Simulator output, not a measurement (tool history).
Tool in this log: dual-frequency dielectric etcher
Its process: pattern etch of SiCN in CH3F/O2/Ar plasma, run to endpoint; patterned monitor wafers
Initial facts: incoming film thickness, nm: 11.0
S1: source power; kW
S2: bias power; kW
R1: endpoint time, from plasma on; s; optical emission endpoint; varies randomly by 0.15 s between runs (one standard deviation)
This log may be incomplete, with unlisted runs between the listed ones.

{"run": 1, "hour": 0.0, "S1": 0.49, "S2": 0.097, "R1": 25.579}
{"run": 2, "hour": 2.7, "S1": 0.49, "S2": 0.11, "R1": 24.213}
{"run": 3, "hour": 10.5, "S1": 0.49, "S2": 0.126, "R1": 22.877}
{"run": 4, "hour": 14.2, "S1": 0.49, "S2": 0.119, "R1": 23.44}
{"run": 5, "hour": 21.2, "S1": 0.54, "S2": 0.119, "R1": 22.261}
{"run": 6, "hour": 25.8, "S1": 0.51, "S2": 0.114, "R1": 23.466}
{"run": 7, "hour": 33.5, "S1": 0.49, "S2": 0.109, "R1": 24.465}
{"run": 8, "hour": 34.6, "S1": 0.47, "S2": 0.105, "R1": 25.262}
{"run": 9, "hour": 40.0, "S1": 0.45, "S2": 0.101, "R1": 26.008}
{"run": 10, "hour": 42.7, "S1": 0.45, "S2": 0.101, "R1": 26.274}
{"run": 11, "hour": 51.6, "S1": 0.43, "S2": 0.098, "R1": 27.099}
{"run": 12, "hour": 57.6, "S1": 0.42, "S2": 0.095, "R1": 27.931}
{"run": 13, "hour": 62.6, "S1": 0.41, "S2": 0.093, "R1": 28.46}

The next listed run, before its measurement:
{"run": 14, "hour": 64.9, "S1": 0.4, "S2": 0.091, "R1": "?"}

{"run 14": {"R1": 28.913}}
